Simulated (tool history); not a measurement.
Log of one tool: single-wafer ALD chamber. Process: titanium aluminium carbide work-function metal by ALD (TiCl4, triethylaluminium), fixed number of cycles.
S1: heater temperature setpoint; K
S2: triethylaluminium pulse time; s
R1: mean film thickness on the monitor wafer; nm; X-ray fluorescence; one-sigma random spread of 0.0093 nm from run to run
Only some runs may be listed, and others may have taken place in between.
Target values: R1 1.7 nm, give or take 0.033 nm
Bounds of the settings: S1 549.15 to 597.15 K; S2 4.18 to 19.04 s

run 1 hour=0 | S1=573.15 S2=11.61 | R1=2.1208
run 2 hour=0.5 | S1=573.15 S2=9.69 | R1=2.0613
run 3 hour=1.8 | S1=573.15 S2=11.39 | R1=2.1112
run 4 hour=2.7 | S1=573.15 S2=12.71 | R1=2.1479
run 5 hour=9.9 | S1=573.15 S2=14.71 | R1=2.147
run 6 hour=17.3 | S1=583.15 S2=14.71 | R1=2.2342
run 7 hour=19.1 | S1=573.15 S2=11.46 | R1=2.1103
run 8 hour=24.7 | S1=566.15 S2=9.21 | R1=1.9822
run 9 hour=32.6 | S1=554.15 S2=5.5 | R1=1.2442
run 10 hour=37.8 | S1=559.15 S2=5.56 | R1=1.2961
run 11 hour=46.7 | S1=571.15 S2=9.27 | R1=2.0137
run 12 hour=55.6 | S1=560.15 S2=9.18 | R1=1.9255
run 13 hour=58.8 | S1=566.15 S2=8.93 | R1=1.9497

5 candidate next runs follow, results not yet known. Just one meets every target within its allowed miss. Identify it.
run A hour=62 | S1=568.15 S2=13.14 | R1=?
run B hour=62 | S1=566.15 S2=10.18 | R1=?
run C hour=62 | S1=555.15 S2=7.99 | R1=?
run D hour=62 | S1=567.15 S2=7.91 | R1=?
run E hour=62 | S1=549.15 S2=7.67 | R1=?

move=A R1=2.1031
move=B R1=2.0255
move=C R1=1.7861
move=D R1=1.8704
move=E R1=1.7026
A: moves away from the targets compared with the last run
B: moves away from the targets compared with the last run
C: better than the last run, though not everything is in spec
D: better than the last run, though not everything is in spec
E: in spec on every target
Go with E: it meets all targets.

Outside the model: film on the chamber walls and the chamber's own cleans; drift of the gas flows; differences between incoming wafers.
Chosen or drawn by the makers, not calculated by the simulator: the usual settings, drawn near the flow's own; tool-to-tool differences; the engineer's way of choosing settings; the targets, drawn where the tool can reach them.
